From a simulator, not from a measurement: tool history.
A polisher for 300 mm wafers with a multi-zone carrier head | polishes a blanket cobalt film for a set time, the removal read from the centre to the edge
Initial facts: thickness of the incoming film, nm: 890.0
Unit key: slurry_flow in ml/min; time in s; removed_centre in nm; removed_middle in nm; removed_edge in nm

run 1 hour=0 | slurry_flow=315 centre_zone=1 middle_zone=1 edge_zone=1 time=51 | removed_centre=249.91 removed_middle=264.15 removed_edge=255.24
run 2 hour=6.4 | slurry_flow=315 centre_zone=1 middle_zone=1 edge_zone=1 time=44 | removed_centre=216.67 removed_middle=219.4 removed_edge=220.11
run 3 hour=10 | slurry_flow=310 centre_zone=0.98 middle_zone=1 edge_zone=0.99 time=43 | removed_centre=209.13 removed_middle=216.34 removed_edge=211.6
run 4 hour=11.3 | slurry_flow=310 centre_zone=0.98 middle_zone=1.06 edge_zone=0.99 time=43 | removed_centre=206.28 removed_middle=225.25 removed_edge=213.49
run 5 hour=16.2 | slurry_flow=305 centre_zone=0.96 middle_zone=1.05 edge_zone=0.99 time=42 | removed_centre=195.96 removed_middle=222.64 removed_edge=210.32
run 6 hour=21.8 | slurry_flow=300 centre_zone=0.94 middle_zone=1.03 edge_zone=0.98 time=41 | removed_centre=187.95 removed_middle=208.93 removed_edge=202.74
run 7 hour=25.3 | slurry_flow=255 centre_zone=0.84 middle_zone=1 edge_zone=0.89 time=32 | removed_centre=132.01 removed_middle=157.85 removed_edge=149.92
run 8 hour=32 | slurry_flow=260 centre_zone=0.84 middle_zone=1 edge_zone=0.9 time=32 | removed_centre=130.88 removed_middle=158.8 removed_edge=152.08

What does the tool deliver on the next run?
run 9 hour=39.3 | slurry_flow=265 centre_zone=0.84 middle_zone=1 edge_zone=0.9 time=32 | removed_centre=? removed_middle=? removed_edge=?

removed_centre: 132.52 nm
removed_middle: 160.85 nm
removed_edge: 151.61 nm

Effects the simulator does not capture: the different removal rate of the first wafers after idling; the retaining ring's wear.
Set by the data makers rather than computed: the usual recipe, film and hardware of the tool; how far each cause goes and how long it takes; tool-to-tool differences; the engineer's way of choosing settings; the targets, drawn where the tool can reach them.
